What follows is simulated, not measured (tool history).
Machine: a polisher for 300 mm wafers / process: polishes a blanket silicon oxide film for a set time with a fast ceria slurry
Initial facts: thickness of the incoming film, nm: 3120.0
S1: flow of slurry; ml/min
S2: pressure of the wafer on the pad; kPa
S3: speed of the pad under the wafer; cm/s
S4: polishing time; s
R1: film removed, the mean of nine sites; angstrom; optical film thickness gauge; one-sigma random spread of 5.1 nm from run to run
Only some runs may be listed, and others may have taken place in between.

| run | hour | S1 | S2 | S3 | S4 | R1 |
|---|---|---|---|---|---|---|
| 1 | 0 | 150 | 17.9 | 100 | 49 | 6151.7 |
| 2 | 4 | 150 | 16.5 | 100 | 49 | 5675.4 |
| 3 | 12.5 | 135 | 16.5 | 100 | 49 | 5545.9 |
| 4 | 18.6 | 130 | 15.9 | 100 | 49 | 5296.1 |
| 5 | 20.1 | 125 | 15.2 | 100 | 49 | 5059.6 |
| 6 | 28.8 | 125 | 18.6 | 100 | 49 | 6196.2 |
| 7 | 32.7 | 125 | 17.2 | 100 | 49 | 5772.2 |
| 8 | 37.2 | 120 | 12.4 | 98 | 49 | 4168.9 |
| 9 | 44 | 125 | 12.4 | 98 | 49 | 4107.9 |

Run 10 has not been measured yet. What should we expect?
| 10 | 47.6 | 125 | 14.5 | 98 | 49 | ? |

{"run 10": {"R1": 4686.4}}
